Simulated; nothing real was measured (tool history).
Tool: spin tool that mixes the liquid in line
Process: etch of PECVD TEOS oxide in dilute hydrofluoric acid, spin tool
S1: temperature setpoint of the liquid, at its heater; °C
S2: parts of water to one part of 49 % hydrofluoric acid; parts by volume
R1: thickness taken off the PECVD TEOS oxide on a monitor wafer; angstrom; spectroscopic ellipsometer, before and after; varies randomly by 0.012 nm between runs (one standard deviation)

Run 1, day 0.000: S1 20.0 °C, S2 215 parts by volume, time under the liquid (s) 90. Result: R1 35.109 angstrom.
Run 2, day 0.112: S1 19.5 °C, S2 235 parts by volume, time under the liquid (s) 90. Result: R1 31.200 angstrom.
Run 3, day 0.388: S1 19.0 °C, S2 250 parts by volume, time under the liquid (s) 90. Result: R1 28.286 angstrom.
Run 4, day 0.412: S1 17.0 °C, S2 250 parts by volume, time under the liquid (s) 90. Result: R1 26.404 angstrom.
Run 5, day 0.729: S1 20.0 °C, S2 250 parts by volume, time under the liquid (s) 90. Result: R1 29.588 angstrom.
Run 6, day 1.050: S1 20.0 °C, S2 250 parts by volume, time under the liquid (s) 70. Result: R1 22.853 angstrom.
Run 7, day 1.217: S1 19.5 °C, S2 255 parts by volume, time under the liquid (s) 70. Result: R1 22.006 angstrom.
Run 8, day 1.308: S1 19.0 °C, S2 260 parts by volume, time under the liquid (s) 70. Result: R1 21.161 angstrom.

The next listed run, before its measurement:
Run 9, day 1.471: S1 18.5 °C, S2 260 parts by volume, time under the liquid (s) 70. Result: R1 ?.

For run 9 the tool returned R1 20.855 angstrom.

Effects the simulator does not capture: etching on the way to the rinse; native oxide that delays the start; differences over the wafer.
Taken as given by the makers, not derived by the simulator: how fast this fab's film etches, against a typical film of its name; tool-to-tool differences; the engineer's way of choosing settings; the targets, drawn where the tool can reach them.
